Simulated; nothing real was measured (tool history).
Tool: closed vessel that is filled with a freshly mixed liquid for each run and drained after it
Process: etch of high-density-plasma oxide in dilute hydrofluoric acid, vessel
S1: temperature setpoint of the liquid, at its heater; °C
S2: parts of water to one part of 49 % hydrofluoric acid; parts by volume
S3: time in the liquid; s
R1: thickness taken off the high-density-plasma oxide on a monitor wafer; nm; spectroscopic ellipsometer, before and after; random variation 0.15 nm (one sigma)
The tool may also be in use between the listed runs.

Run 1, day 0: S1 25 °C, S2 90 parts by volume, S3 350 s. Result: R1 20.205 nm.
Run 2, day 0.196: S1 26 °C, S2 85 parts by volume, S3 350 s. Result: R1 22.586 nm.
Run 3, day 0.571: S1 27 °C, S2 80 parts by volume, S3 350 s. Result: R1 24.982 nm.
Run 4, day 0.888: S1 27 °C, S2 80 parts by volume, S3 350 s. Result: R1 25.052 nm.
Run 5, day 1.171: S1 28 °C, S2 75 parts by volume, S3 350 s. Result: R1 28.13 nm.
Run 6, day 1.542: S1 28.5 °C, S2 70 parts by volume, S3 350 s. Result: R1 30.69 nm.
Run 7, day 1.829: S1 29 °C, S2 70 parts by volume, S3 350 s. Result: R1 31.411 nm.
Run 8, day 2.104: S1 29.5 °C, S2 70 parts by volume, S3 350 s. Result: R1 31.933 nm.
Run 9, day 2.35: S1 33 °C, S2 45 parts by volume, S3 350 s. Result: R1 59.71 nm.
Run 10, day 2.579: S1 32.5 °C, S2 45 parts by volume, S3 350 s. Result: R1 58.141 nm.

Forecast run 11:
Run 11, day 2.679: S1 32 °C, S2 45 parts by volume, S3 350 s. Result: R1 ?.

R1: 57.184 nm

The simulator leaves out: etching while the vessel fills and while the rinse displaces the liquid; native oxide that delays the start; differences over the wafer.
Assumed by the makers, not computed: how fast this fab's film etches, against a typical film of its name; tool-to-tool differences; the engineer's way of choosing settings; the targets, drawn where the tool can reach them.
